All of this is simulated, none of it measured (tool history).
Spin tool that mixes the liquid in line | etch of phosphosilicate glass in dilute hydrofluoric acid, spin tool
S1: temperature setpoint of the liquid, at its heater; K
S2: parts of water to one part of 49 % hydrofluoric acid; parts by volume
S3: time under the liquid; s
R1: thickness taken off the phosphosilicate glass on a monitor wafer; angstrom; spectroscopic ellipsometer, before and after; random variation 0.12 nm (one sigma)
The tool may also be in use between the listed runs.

{"run": 1, "hour": 0.0, "S1": 297.15, "S2": 150, "S3": 50, "R1": 186.86}
{"run": 2, "hour": 3.2, "S1": 295.15, "S2": 160, "S3": 50, "R1": 161.11}
{"run": 3, "hour": 9.2, "S1": 297.15, "S2": 160, "S3": 50, "R1": 175.48}
{"run": 4, "hour": 13.2, "S1": 297.15, "S2": 160, "S3": 55, "R1": 195.69}
{"run": 5, "hour": 19.9, "S1": 300.65, "S2": 160, "S3": 55, "R1": 221.29}
{"run": 6, "hour": 27.1, "S1": 300.65, "S2": 160, "S3": 50, "R1": 198.62}
{"run": 7, "hour": 29.6, "S1": 297.65, "S2": 165, "S3": 50, "R1": 170.31}
{"run": 8, "hour": 35.8, "S1": 295.65, "S2": 170, "S3": 50, "R1": 156.51}
{"run": 9, "hour": 43.9, "S1": 295.65, "S2": 170, "S3": 50, "R1": 153.69}
{"run": 10, "hour": 49.0, "S1": 294.15, "S2": 175, "S3": 50, "R1": 140.39}
{"run": 11, "hour": 52.5, "S1": 293.15, "S2": 175, "S3": 50, "R1": 135.99}

Estimate the outcome of run 12 from the log above:
{"run": 12, "hour": 58.3, "S1": 292.15, "S2": 175, "S3": 50, "R1": "?"}

Run 12 yielded R1 129.09 angstrom.
